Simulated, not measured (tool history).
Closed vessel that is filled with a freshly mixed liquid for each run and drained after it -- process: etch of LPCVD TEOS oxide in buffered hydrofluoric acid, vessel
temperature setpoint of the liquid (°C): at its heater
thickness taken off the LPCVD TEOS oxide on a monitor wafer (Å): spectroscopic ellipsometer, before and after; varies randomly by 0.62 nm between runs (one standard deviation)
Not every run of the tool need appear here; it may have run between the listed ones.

run	hour	temperature setpoint of the liquid (°C)	parts of 40 % ammonium fluoride to one part of 49 % hydrofluoric acid (parts by volume)	time in the liquid (s)	thickness taken off the LPCVD TEOS oxide on a monitor wafer (Å)
1	0.0	20.0	15.0	85	1256.20
2	5.7	19.0	16.5	85	1052.10
3	7.1	19.0	19.5	85	902.84
4	11.2	18.5	20.0	85	855.92
5	15.8	21.5	20.0	85	1027.30
6	20.3	21.5	23.5	85	907.34
7	22.1	21.5	23.5	85	918.66

What does the tool deliver on the next run?
8	28.0	21.0	23.5	85	?

For run 8 the tool returned thickness taken off the LPCVD TEOS oxide on a monitor wafer (Å) 887.00.
